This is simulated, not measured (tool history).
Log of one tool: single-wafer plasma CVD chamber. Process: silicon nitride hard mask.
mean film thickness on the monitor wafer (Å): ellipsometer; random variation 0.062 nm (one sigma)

run	hour	heater temperature setpoint (K)	chamber pressure (Pa)	RF power (kW)	deposition time (s)	mean film thickness on the monitor wafer (Å)
1	0.0	688.15	272	0.265	18.3	193.77
2	3.6	688.15	272	0.265	17.5	185.73
3	4.9	688.15	255	0.255	17.5	176.76
4	7.5	688.15	255	0.255	17.5	176.15
5	14.0	688.15	239	0.250	17.5	172.47
6	14.6	688.15	239	0.250	17.5	172.53
7	21.7	688.15	228	0.245	17.5	169.91

Forecast run 8:
8	29.2	688.15	221	0.240	17.5	?

Run 8 gave mean film thickness on the monitor wafer (Å) 164.69.

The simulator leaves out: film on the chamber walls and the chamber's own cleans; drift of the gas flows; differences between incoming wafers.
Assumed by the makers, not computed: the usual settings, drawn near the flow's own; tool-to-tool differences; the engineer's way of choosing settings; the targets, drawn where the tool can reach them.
